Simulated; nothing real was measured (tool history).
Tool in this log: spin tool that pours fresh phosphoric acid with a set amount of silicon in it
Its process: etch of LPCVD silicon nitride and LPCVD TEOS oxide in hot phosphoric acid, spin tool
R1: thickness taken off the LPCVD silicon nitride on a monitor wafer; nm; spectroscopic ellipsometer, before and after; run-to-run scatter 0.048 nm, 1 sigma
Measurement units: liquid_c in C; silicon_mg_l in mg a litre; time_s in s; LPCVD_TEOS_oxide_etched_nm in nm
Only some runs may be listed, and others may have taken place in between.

run 1 hour=0.0 | liquid_c=160.0 silicon_mg_l=14.0 time_s=175 | R1=17.6620 LPCVD_TEOS_oxide_etched_nm=0.527230
run 2 hour=8.7 | liquid_c=159.0 silicon_mg_l=17.5 time_s=130 | R1=12.5430 LPCVD_TEOS_oxide_etched_nm=0.354570
run 3 hour=10.7 | liquid_c=159.0 silicon_mg_l=17.5 time_s=60 | R1=5.7693 LPCVD_TEOS_oxide_etched_nm=0.166530
run 4 hour=13.3 | liquid_c=159.0 silicon_mg_l=14.5 time_s=60 | R1=5.7809 LPCVD_TEOS_oxide_etched_nm=0.169430
run 5 hour=22.1 | liquid_c=159.0 silicon_mg_l=14.5 time_s=15 | R1=1.4227 LPCVD_TEOS_oxide_etched_nm=0.044331
run 6 hour=26.2 | liquid_c=158.5 silicon_mg_l=18.0 time_s=15 | R1=1.4279 LPCVD_TEOS_oxide_etched_nm=0.036461

Expected results for the next run?
run 7 hour=33.0 | liquid_c=160.0 silicon_mg_l=20.5 time_s=25 | R1=? LPCVD_TEOS_oxide_etched_nm=?

{"run 7": {"R1": 2.4799, "LPCVD_TEOS_oxide_etched_nm": 0.064988}}

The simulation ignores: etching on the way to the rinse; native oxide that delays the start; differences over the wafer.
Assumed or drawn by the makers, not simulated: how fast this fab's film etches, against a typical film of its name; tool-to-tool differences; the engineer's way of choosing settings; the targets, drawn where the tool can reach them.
